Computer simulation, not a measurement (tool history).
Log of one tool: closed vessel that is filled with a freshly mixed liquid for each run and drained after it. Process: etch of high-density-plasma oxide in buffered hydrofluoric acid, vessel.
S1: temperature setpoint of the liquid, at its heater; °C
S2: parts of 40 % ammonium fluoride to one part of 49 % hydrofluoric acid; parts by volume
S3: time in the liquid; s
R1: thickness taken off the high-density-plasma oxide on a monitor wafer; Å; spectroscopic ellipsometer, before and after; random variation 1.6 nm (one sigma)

run,hour,S1,S2,S3,R1
1,0,22,7.5,90,1771.1
2,8.1,23,7.5,90,1877.4
3,15.5,21,7.5,90,1677
4,19.9,22.5,7.5,90,1809.5
5,22.1,25.5,7.5,90,2138.5
6,24,26,7.5,90,2204.4
7,26.4,26.5,7.5,90,2272.7

The next listed run, before its measurement:
8,31.5,27,7.5,90,?

Run 8 gave R1 2298.3 Å.
